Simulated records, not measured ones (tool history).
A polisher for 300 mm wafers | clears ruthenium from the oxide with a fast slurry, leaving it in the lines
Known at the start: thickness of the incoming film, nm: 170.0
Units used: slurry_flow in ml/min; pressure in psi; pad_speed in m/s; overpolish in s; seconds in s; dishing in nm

run  hour  slurry_flow  pressure  pad_speed  slurry_solids  overpolish  seconds  dishing
  1     0          145       1.7        0.8              1          10   75.077    18.84
  2   4.8          145       1.8        0.8              1           8    72.83   15.891
  3   5.5          145       1.4        0.8              1           8   93.074   12.915
  4     9          145       1.6       0.78              1           7   84.188   12.253
  5  13.7          145       1.6       0.88              1           7    75.93   13.805
  6  18.9          155       1.7        0.8            1.1           6   73.584   12.442

What will run 7 give?
  7  23.7          170       1.8       0.74            1.2           5        ?        ?

Run 7 measured seconds 70.491 s, dishing 10.525 nm.
